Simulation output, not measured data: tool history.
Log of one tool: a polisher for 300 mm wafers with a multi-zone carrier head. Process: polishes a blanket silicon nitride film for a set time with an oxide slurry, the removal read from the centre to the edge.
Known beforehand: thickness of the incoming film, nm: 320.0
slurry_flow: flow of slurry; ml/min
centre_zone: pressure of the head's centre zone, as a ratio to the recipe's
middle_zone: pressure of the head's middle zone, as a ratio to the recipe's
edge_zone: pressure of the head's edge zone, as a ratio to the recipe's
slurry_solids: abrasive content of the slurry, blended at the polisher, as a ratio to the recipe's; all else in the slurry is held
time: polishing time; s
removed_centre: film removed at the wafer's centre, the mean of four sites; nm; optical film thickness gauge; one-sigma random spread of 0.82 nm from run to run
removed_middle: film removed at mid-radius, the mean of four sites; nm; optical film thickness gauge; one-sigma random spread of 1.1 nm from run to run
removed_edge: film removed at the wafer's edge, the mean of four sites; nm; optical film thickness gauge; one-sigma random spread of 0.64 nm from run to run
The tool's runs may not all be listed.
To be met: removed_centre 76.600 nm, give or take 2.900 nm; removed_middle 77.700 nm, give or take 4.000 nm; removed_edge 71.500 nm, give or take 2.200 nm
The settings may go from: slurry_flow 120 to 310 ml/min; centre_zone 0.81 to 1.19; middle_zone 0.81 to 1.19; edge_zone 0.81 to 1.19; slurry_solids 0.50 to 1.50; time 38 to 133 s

run  hour  slurry_flow  centre_zone  middle_zone  edge_zone  slurry_solids  time  removed_centre  removed_middle  removed_edge
  1   0.0          200         1.00         1.00       1.00           1.00    85          92.290          94.982        92.755
  2   2.5          200         1.00         1.00       1.00           1.15    85          95.517          97.769        97.025
  3   4.3          195         1.00         0.99       0.97           1.00    84          93.010          91.423        92.258
  4   5.8          200         1.00         1.01       0.96           0.90    81          86.489          90.260        85.442
  5  10.2          200         1.00         0.94       0.96           0.90    81          87.033          87.153        86.078
  6  15.4          195         1.01         0.94       0.94           0.80    80          82.571          81.301        81.742
  7  18.0          195         1.02         0.96       0.91           0.75    80          83.211          81.834        78.915
  8  26.0          190         1.02         0.97       0.89           0.70    80          80.294          78.306        75.419
  9  29.3          185         1.01         0.99       0.88           0.70    80          79.903          78.662        76.467

Of the 4 settings listed for the next run, only one would bring every result within its allowed miss of target. Which one?
  A  32.6          125         0.99         0.96       0.99           0.50    96               ?               ?             ?
  B  32.6          145         0.98         1.00       0.95           0.70    85               ?               ?             ?
  C  32.6          190         1.07         1.08       0.97           0.95    67               ?               ?             ?
  D  32.6          215         0.94         0.96       1.07           0.70    83               ?               ?             ?

move  removed_centre  removed_middle  removed_edge
   A          77.554          78.730        81.459
   B          77.134          81.104        79.494
   C          76.586          77.499        71.039
   D          78.403          82.712        84.931
A: moves away from the targets compared with the last run
B: moves away from the targets compared with the last run
C: meets every target
D: moves away from the targets compared with the last run
Move C is the one to make.

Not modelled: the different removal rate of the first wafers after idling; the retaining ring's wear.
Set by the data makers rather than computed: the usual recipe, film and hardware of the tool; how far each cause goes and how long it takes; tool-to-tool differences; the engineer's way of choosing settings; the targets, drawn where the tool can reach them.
